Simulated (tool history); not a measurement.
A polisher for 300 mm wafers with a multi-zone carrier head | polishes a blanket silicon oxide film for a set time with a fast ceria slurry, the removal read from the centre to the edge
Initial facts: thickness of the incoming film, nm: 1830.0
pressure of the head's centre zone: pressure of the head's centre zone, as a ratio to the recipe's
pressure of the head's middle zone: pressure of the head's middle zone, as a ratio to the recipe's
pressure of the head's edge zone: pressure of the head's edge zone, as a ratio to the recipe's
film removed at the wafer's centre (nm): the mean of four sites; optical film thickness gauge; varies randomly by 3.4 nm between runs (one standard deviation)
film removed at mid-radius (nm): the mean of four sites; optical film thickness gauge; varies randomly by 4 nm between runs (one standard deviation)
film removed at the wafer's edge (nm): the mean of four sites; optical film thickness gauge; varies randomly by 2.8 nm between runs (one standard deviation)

run  hour  flow of slurry (ml/min)  pressure of the head's centre zone  pressure of the head's middle zone  pressure of the head's edge zone  polishing time (s)  film removed at the wafer's centre (nm)  film removed at mid-radius (nm)  film removed at the wafer's edge (nm)
  1     0                      130                                   1                                   1                                 1                  46                                   531.33                           519.67                                 521.38
  2   7.3                      130                                   1                                0.91                                 1                  46                                   505.59                           498.78                                 516.29
  3  15.7                      125                                0.98                                0.92                              0.98                  44                                   483.53                            482.2                                 502.71
  4  17.5                      120                                0.96                                0.93                              0.96                  41                                   427.95                            433.5                                 459.61
  5  22.8                      120                                0.96                                0.93                              0.96                  50                                   528.47                           544.65                                 547.55
  6  25.9                      120                                0.94                                0.96                              0.94                  47                                   493.02                           511.47                                 515.76
  7  32.5                      115                                0.92                                0.99                              0.92                  44                                   445.51                           489.77                                 475.16
  8  34.9                      115                                0.92                                0.99                              0.92                  44                                   432.32                           488.42                                 480.21
  9  43.3                      115                                0.92                                1.01                              0.91                  42                                   423.75                           473.95                                 445.72

Expected results for the next run?
 10  51.8                      115                                0.91                                1.01                               0.9                  40                                        ?                                ?                                      ?

{"run 10": {"film removed at the wafer's centre (nm)": 394.68, "film removed at mid-radius (nm)": 442.56, "film removed at the wafer's edge (nm)": 428.03}}
